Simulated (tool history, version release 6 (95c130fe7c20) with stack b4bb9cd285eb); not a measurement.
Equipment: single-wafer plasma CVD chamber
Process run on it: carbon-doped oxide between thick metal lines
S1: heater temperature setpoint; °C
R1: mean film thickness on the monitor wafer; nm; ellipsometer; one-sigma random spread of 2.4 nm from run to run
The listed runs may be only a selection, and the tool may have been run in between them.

{"run": 1, "hour": 0.0, "S1": 360, "chamber pressure (Torr)": 6.13, "RF power (kW)": 0.43, "deposition time (s)": 110.7, "R1": 456.48}
{"run": 2, "hour": 0.8, "S1": 358, "chamber pressure (Torr)": 6.48, "RF power (kW)": 0.445, "deposition time (s)": 110.8, "R1": 476.25}
{"run": 3, "hour": 6.1, "S1": 358, "chamber pressure (Torr)": 6.48, "RF power (kW)": 0.425, "deposition time (s)": 110.8, "R1": 461.33}
{"run": 4, "hour": 8.8, "S1": 358, "chamber pressure (Torr)": 7.44, "RF power (kW)": 0.425, "deposition time (s)": 110.8, "R1": 466.72}
{"run": 5, "hour": 12.9, "S1": 353, "chamber pressure (Torr)": 7.44, "RF power (kW)": 0.425, "deposition time (s)": 110.8, "R1": 475.01}
{"run": 6, "hour": 20.6, "S1": 362, "chamber pressure (Torr)": 7.44, "RF power (kW)": 0.425, "deposition time (s)": 110.8, "R1": 463.58}
{"run": 7, "hour": 22.5, "S1": 359, "chamber pressure (Torr)": 7.74, "RF power (kW)": 0.435, "deposition time (s)": 110.9, "R1": 475.81}
{"run": 8, "hour": 28.2, "S1": 359, "chamber pressure (Torr)": 7.74, "RF power (kW)": 0.435, "deposition time (s)": 110.9, "R1": 470.73}
{"run": 9, "hour": 36.7, "S1": 355, "chamber pressure (Torr)": 7.82, "RF power (kW)": 0.445, "deposition time (s)": 111, "R1": 483.68}

Run 10 is up next; what results do you expect?
{"run": 10, "hour": 42.2, "S1": 354, "chamber pressure (Torr)": 7.9, "RF power (kW)": 0.455, "deposition time (s)": 111.1, "R1": "?"}

For run 10 the tool returned R1 498.05 nm.
